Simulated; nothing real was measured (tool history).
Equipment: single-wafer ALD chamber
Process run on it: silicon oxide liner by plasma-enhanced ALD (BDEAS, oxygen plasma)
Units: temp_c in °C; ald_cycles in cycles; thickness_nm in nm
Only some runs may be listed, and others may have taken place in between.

| run | hour | temp_c | ald_cycles | thickness_nm |
|---|---|---|---|---|
| 1 | 0.0 | 315 | 69 | 5.9517 |
| 2 | 6.9 | 321 | 69 | 5.9210 |
| 3 | 12.0 | 321 | 61 | 5.2242 |
| 4 | 12.6 | 320 | 67 | 5.7462 |
| 5 | 13.7 | 320 | 72 | 6.1866 |
| 6 | 20.8 | 331 | 72 | 6.0822 |
| 7 | 24.2 | 330 | 75 | 6.3358 |
| 8 | 28.7 | 329 | 77 | 6.4964 |
| 9 | 32.2 | 328 | 79 | 6.6963 |
| 10 | 36.0 | 328 | 80 | 6.7761 |
| 11 | 40.5 | 328 | 81 | 6.8671 |
| 12 | 47.9 | 328 | 81 | 6.8689 |

Run 13 is up next; what results do you expect?
| 13 | 56.2 | 328 | 82 | ? |

Run 13 came out at thickness_nm 6.9561 nm.

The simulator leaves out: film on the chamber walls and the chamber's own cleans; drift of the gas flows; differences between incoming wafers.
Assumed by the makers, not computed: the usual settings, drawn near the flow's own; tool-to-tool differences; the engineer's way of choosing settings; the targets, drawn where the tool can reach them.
